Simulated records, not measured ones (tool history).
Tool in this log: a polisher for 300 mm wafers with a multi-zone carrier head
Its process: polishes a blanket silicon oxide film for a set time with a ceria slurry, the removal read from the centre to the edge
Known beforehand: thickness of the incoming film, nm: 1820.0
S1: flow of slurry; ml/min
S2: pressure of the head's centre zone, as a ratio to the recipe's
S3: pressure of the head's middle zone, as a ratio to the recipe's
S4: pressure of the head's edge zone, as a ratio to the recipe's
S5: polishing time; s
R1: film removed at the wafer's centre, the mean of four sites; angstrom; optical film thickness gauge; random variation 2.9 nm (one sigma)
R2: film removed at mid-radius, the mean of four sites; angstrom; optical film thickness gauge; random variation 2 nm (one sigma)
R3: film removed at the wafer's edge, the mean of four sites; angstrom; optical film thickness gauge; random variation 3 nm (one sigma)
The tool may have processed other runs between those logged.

| run | day | S1 | S2 | S3 | S4 | S5 | R1 | R2 | R3 |
|---|---|---|---|---|---|---|---|---|---|
| 1 | 0.000 | 210 | 1.00 | 1.00 | 1.00 | 84 | 3194.3 | 3473.7 | 3467.4 |
| 2 | 0.375 | 200 | 1.01 | 0.97 | 0.96 | 83 | 3170.8 | 3318.8 | 3301.7 |
| 3 | 0.533 | 200 | 1.01 | 0.97 | 0.96 | 98 | 3738.1 | 3947.0 | 3935.4 |
| 4 | 0.850 | 200 | 1.01 | 1.03 | 0.96 | 98 | 3720.9 | 4138.5 | 3946.8 |
| 5 | 1.204 | 190 | 1.02 | 0.98 | 0.94 | 94 | 3557.7 | 3751.4 | 3709.0 |
| 6 | 1.496 | 185 | 1.03 | 0.95 | 0.92 | 91 | 3435.4 | 3593.5 | 3640.1 |
| 7 | 1.779 | 205 | 1.05 | 0.93 | 0.91 | 86 | 3370.3 | 3377.7 | 3361.9 |

What does the tool deliver on the next run?
| 8 | 1.804 | 205 | 1.06 | 0.91 | 0.90 | 84 | ? | ? | ? |

Run 8 yielded R1 3301.1 angstrom, R2 3189.5 angstrom, R3 3275.3 angstrom.

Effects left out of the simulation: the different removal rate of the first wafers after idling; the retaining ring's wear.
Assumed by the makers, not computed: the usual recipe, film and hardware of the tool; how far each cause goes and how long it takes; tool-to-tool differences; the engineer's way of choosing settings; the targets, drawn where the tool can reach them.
